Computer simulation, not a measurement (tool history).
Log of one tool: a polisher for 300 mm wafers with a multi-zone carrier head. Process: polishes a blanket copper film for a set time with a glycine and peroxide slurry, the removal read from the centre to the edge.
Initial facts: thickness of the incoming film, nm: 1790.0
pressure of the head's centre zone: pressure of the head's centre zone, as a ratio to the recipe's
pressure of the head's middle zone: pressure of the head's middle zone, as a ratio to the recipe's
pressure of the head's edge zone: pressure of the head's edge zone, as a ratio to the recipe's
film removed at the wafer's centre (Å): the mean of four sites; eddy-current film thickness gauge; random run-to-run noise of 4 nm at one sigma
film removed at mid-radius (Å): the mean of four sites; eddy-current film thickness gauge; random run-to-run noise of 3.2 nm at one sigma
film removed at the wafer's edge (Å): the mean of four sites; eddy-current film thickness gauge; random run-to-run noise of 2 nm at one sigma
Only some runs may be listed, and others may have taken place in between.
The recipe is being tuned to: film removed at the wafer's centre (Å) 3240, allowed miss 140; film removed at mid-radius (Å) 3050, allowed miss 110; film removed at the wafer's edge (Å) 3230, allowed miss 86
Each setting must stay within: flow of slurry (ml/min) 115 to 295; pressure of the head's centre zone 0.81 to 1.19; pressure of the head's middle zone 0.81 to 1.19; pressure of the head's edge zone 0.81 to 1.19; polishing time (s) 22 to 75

run  hour  flow of slurry (ml/min)  pressure of the head's centre zone  pressure of the head's middle zone  pressure of the head's edge zone  polishing time (s)  film removed at the wafer's centre (Å)  film removed at mid-radius (Å)  film removed at the wafer's edge (Å)
  1     0                      190                                   1                                   1                                 1                  48                                  2769.4                          2760.3                                2822.5
  2     8                      190                                   1                                   1                              0.93                  48                                  2808.1                          2753.6                                2742.5
  3    12                      195                                1.01                                   1                              0.95                  48                                    2782                          2781.8                                2777.3
  4  15.5                      200                                1.02                                   1                              0.97                  48                                    2869                          2764.9                                2816.7
  5  17.1                      170                                1.02                                   1                              0.97                  48                                  2756.4                            2655                                2745.3
  6  25.7                      180                                1.02                                   1                              0.98                  48                                  2769.4                          2771.9                                  2781
  7  34.5                      180                                1.02                                   1                              0.98                  48                                  2797.8                          2712.5                                2804.9
  8  39.1                      180                                1.02                                   1                              0.98                  48                                  2800.8                            2730                                2809.5
  9  43.1                      180                                1.02                                   1                              0.98                  48                                  2808.4                          2692.5                                2792.4
 10    46                      190                                1.02                                   1                              0.99                  48                                  2894.8                          2765.5                                2843.2
 11  50.3                      195                                1.02                                   1                                 1                  48                                  2873.1                          2751.7                                2869.3
 12  58.6                      200                                1.02                                   1                              1.01                  48                                  2910.6                          2787.9                                2837.8
 13  67.3                      200                                1.02                                   1                              1.02                  49                                  3020.8                          2859.5                                2898.4
 14  70.8                      200                                1.02                                   1                              1.03                  50                                  3003.5                          2896.3                                3019.3
 15    77                      205                                1.02                                   1                              1.04                  50                                  2999.6                          2878.4                                  3040
 16  81.3                      210                                1.02                                   1                              1.05                  50                                    2968                            2902                                3021.7
 17  83.6                      215                                1.02                                   1                              1.06                  50                                  2963.8                          2935.2                                3075.7
 18  91.7                      220                                1.03                                   1                              1.06                  50                                  3109.2                          2951.1                                3084.3
 19  97.4                      220                                1.03                                   1                              1.07                  50                                  3072.2                          2913.2                                3101.3
 20   101                      225                                1.03                                   1                              1.07                  50                                  3059.1                          2961.3                                3121.1

Exercise: of the 4 proposed moves below, exactly one satisfies all targets within the stated allowed misses. Which move is it?
  A  104.6                      260                                 1.1                                0.84                              1.09                  54                                       ?                               ?                                     ?
  B  104.6                      265                                1.11                                0.96                                 1                  53                                       ?                               ?                                     ?
  C  104.6                      250                                1.07                                1.03                              1.14                  50                                       ?                               ?                                     ?
  D  104.6                      265                                1.19                                0.91                              0.98                  50                                       ?                               ?                                     ?

move  film removed at the wafer's centre (Å)  film removed at mid-radius (Å)  film removed at the wafer's edge (Å)
   A                                  3607.5                          2855.5                                3429.1
   B                                  3584.7                          3137.9                                3225.7
   C                                  3236.3                          3120.1                                  3229
   D                                    3626                          2829.9                                3015.7
A: takes the biggest miss from the last run beyond its target
B: takes the biggest miss from the last run beyond its target
C: all results land within tolerance of their targets
D: takes the biggest miss from the last run beyond its target
C is the move that brings every result within its allowed miss.
